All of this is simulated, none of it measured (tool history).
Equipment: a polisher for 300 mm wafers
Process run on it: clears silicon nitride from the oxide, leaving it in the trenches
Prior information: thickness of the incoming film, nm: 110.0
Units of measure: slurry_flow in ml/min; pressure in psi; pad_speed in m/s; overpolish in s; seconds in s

{"run": 1, "hour": 0.0, "slurry_flow": 300, "pressure": 2.2, "pad_speed": 1.1, "overpolish": 5, "seconds": 182.93}
{"run": 2, "hour": 2.6, "slurry_flow": 300, "pressure": 2.2, "pad_speed": 1.1, "overpolish": 5, "seconds": 182.78}
{"run": 3, "hour": 6.0, "slurry_flow": 300, "pressure": 2.5, "pad_speed": 1.1, "overpolish": 5, "seconds": 166.7}
{"run": 4, "hour": 13.6, "slurry_flow": 300, "pressure": 2.8, "pad_speed": 1.1, "overpolish": 5, "seconds": 153.28}
{"run": 5, "hour": 16.4, "slurry_flow": 300, "pressure": 3, "pad_speed": 1.1, "overpolish": 5, "seconds": 143.6}
{"run": 6, "hour": 21.5, "slurry_flow": 300, "pressure": 3, "pad_speed": 1.1, "overpolish": 5, "seconds": 144.16}
{"run": 7, "hour": 23.7, "slurry_flow": 300, "pressure": 3.1, "pad_speed": 1.1, "overpolish": 5, "seconds": 140.14}
{"run": 8, "hour": 30.3, "slurry_flow": 300, "pressure": 3.2, "pad_speed": 1.1, "overpolish": 5, "seconds": 138.29}

For run 9, what comes out?
{"run": 9, "hour": 39.3, "slurry_flow": 300, "pressure": 3.3, "pad_speed": 1.12, "overpolish": 5, "seconds": "?"}

seconds: 132.71 s
